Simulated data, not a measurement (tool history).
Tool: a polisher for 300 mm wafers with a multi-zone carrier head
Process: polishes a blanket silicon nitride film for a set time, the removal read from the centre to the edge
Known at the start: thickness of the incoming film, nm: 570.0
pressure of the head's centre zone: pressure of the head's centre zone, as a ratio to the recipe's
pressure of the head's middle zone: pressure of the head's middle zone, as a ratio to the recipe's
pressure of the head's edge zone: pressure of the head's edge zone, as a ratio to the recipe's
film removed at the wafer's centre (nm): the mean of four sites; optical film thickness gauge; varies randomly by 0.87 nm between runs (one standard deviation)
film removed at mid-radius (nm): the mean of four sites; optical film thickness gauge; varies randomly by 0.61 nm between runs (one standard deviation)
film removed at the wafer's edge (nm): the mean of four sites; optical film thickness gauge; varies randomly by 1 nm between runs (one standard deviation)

| run | hour | flow of slurry (ml/min) | pressure of the head's centre zone | pressure of the head's middle zone | pressure of the head's edge zone | polishing time (s) | film removed at the wafer's centre (nm) | film removed at mid-radius (nm) | film removed at the wafer's edge (nm) |
|---|---|---|---|---|---|---|---|---|---|
| 1 | 0 | 155 | 1 | 1 | 1 | 36 | 68.409 | 63.58 | 61.932 |
| 2 | 4.8 | 155 | 1 | 1 | 1 | 40 | 75.3 | 69.916 | 70.634 |
| 3 | 9.7 | 155 | 1 | 1 | 1 | 47 | 91.332 | 83.059 | 82.068 |
| 4 | 11.1 | 130 | 1 | 1 | 1 | 47 | 89.257 | 80.135 | 79.565 |
| 5 | 13.7 | 145 | 1.01 | 1 | 1.01 | 47 | 90.314 | 81.683 | 80.549 |
| 6 | 14.7 | 145 | 1.01 | 0.93 | 1.01 | 47 | 90.132 | 78.91 | 82.036 |

What will run 7 give?
| 7 | 16.5 | 160 | 1.02 | 0.94 | 1.01 | 47 | ? | ? | ? |

Run 7 measured film removed at the wafer's centre (nm) 92.165, film removed at mid-radius (nm) 80.714, film removed at the wafer's edge (nm) 84.619.
